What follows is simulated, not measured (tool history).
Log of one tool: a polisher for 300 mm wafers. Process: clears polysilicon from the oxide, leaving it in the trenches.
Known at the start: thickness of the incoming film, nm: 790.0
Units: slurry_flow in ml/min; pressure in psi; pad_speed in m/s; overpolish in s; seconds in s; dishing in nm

{"run": 1, "hour": 0.0, "slurry_flow": 310, "pressure": 2.8, "pad_speed": 0.82, "overpolish": 19, "seconds": 62.764, "dishing": 67.742}
{"run": 2, "hour": 3.5, "slurry_flow": 315, "pressure": 2.7, "pad_speed": 0.82, "overpolish": 17, "seconds": 65.188, "dishing": 67.264}
{"run": 3, "hour": 9.5, "slurry_flow": 290, "pressure": 2.8, "pad_speed": 0.78, "overpolish": 15, "seconds": 65.717, "dishing": 64.995}
{"run": 4, "hour": 11.7, "slurry_flow": 290, "pressure": 2.5, "pad_speed": 0.78, "overpolish": 15, "seconds": 74.499, "dishing": 64.8}
{"run": 5, "hour": 16.1, "slurry_flow": 290, "pressure": 3.1, "pad_speed": 0.78, "overpolish": 15, "seconds": 61.179, "dishing": 66.647}
{"run": 6, "hour": 21.3, "slurry_flow": 335, "pressure": 3.1, "pad_speed": 0.78, "overpolish": 15, "seconds": 59.125, "dishing": 65.874}
{"run": 7, "hour": 29.5, "slurry_flow": 360, "pressure": 3.2, "pad_speed": 0.7, "overpolish": 13, "seconds": 63.663, "dishing": 64.003}
{"run": 8, "hour": 35.0, "slurry_flow": 380, "pressure": 3.3, "pad_speed": 0.64, "overpolish": 12, "seconds": 65.372, "dishing": 61.935}
{"run": 9, "hour": 36.4, "slurry_flow": 470, "pressure": 3.7, "pad_speed": 0.42, "overpolish": 6, "seconds": 90.259, "dishing": 40.149}
{"run": 10, "hour": 41.1, "slurry_flow": 450, "pressure": 3.7, "pad_speed": 0.42, "overpolish": 6, "seconds": 92.322, "dishing": 40.281}
{"run": 11, "hour": 46.0, "slurry_flow": 430, "pressure": 3.7, "pad_speed": 0.44, "overpolish": 7, "seconds": 88.252, "dishing": 44.915}
{"run": 12, "hour": 51.7, "slurry_flow": 425, "pressure": 3.8, "pad_speed": 0.44, "overpolish": 7, "seconds": 82.933, "dishing": 45.65}
{"run": 13, "hour": 54.7, "slurry_flow": 420, "pressure": 3.8, "pad_speed": 0.44, "overpolish": 7, "seconds": 83.87, "dishing": 44.825}
{"run": 14, "hour": 55.4, "slurry_flow": 410, "pressure": 3.8, "pad_speed": 0.44, "overpolish": 7, "seconds": 85.41, "dishing": 45.082}

The next listed run, before its measurement:
{"run": 15, "hour": 56.8, "slurry_flow": 400, "pressure": 3.9, "pad_speed": 0.44, "overpolish": 7, "seconds": "?", "dishing": "?"}

Run 15 gave seconds 82.967 s, dishing 45.732 nm.
